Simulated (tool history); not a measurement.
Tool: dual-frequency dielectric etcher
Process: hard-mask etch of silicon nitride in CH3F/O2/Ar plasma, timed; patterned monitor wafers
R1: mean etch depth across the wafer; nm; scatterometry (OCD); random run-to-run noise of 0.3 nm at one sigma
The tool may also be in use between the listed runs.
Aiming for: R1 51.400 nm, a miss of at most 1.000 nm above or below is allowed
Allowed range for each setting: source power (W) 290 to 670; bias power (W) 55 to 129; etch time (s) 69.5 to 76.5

{"run": 1, "hour": 0.0, "source power (W)": 480, "bias power (W)": 92, "etch time (s)": 76.5, "R1": 59.294}
{"run": 2, "hour": 5.1, "source power (W)": 460, "bias power (W)": 91, "etch time (s)": 76.5, "R1": 58.677}
{"run": 3, "hour": 13.1, "source power (W)": 460, "bias power (W)": 91, "etch time (s)": 76.5, "R1": 58.85}
{"run": 4, "hour": 14.3, "source power (W)": 460, "bias power (W)": 91, "etch time (s)": 76.5, "R1": 58.736}
{"run": 5, "hour": 19.9, "source power (W)": 450, "bias power (W)": 90, "etch time (s)": 76.5, "R1": 57.397}
{"run": 6, "hour": 26.0, "source power (W)": 450, "bias power (W)": 90, "etch time (s)": 76.5, "R1": 57.919}
{"run": 7, "hour": 28.1, "source power (W)": 440, "bias power (W)": 89, "etch time (s)": 76.5, "R1": 57.819}
{"run": 8, "hour": 33.7, "source power (W)": 430, "bias power (W)": 87, "etch time (s)": 76.0, "R1": 56.04}
{"run": 9, "hour": 40.7, "source power (W)": 330, "bias power (W)": 84, "etch time (s)": 76.0, "R1": 49.61}

Which of these 4 next moves meets every target?
{"run": "A", "hour": 47.7, "source power (W)": 430, "bias power (W)": 78, "etch time (s)": 72.0, "R1": "?"}
{"run": "B", "hour": 47.7, "source power (W)": 340, "bias power (W)": 81, "etch time (s)": 74.5, "R1": "?"}
{"run": "C", "hour": 47.7, "source power (W)": 350, "bias power (W)": 78, "etch time (s)": 75.5, "R1": "?"}
{"run": "D", "hour": 47.7, "source power (W)": 350, "bias power (W)": 83, "etch time (s)": 73.0, "R1": "?"}

move=A R1=52.100
move=B R1=48.976
move=C R1=49.848
move=D R1=48.907
A: hits every target within its allowed miss
B: lands further from the targets than the last run did
C: nearer than the last run, and not there yet
D: lands further from the targets than the last run did
Go with A: it meets all targets.
